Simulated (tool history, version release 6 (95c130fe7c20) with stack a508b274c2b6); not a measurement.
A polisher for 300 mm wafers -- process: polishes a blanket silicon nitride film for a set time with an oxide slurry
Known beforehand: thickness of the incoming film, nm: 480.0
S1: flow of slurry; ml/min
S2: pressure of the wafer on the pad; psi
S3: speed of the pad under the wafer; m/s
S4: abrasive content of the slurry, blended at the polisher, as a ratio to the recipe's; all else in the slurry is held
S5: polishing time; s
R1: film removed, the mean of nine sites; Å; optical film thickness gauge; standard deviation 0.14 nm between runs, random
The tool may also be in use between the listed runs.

run	day	S1	S2	S3	S4	S5	R1
1	0.000	270	3.2	1.06	1.0	26	169.92
2	0.025	235	3.2	1.06	1.0	26	164.18
3	0.088	235	2.4	1.06	1.0	26	127.29
4	0.242	185	2.4	1.06	1.0	26	123.40
5	0.283	185	2.4	1.22	1.0	26	139.86
6	0.504	185	2.4	1.22	0.9	26	134.54
7	0.671	210	3.3	1.24	0.9	26	180.92
8	1.000	225	3.3	1.24	0.9	26	181.99
9	1.292	235	3.3	1.24	0.9	26	181.14

What will run 10 give?
10	1.475	240	3.4	1.24	0.9	26	?

For run 10 the tool returned R1 185.25 Å.
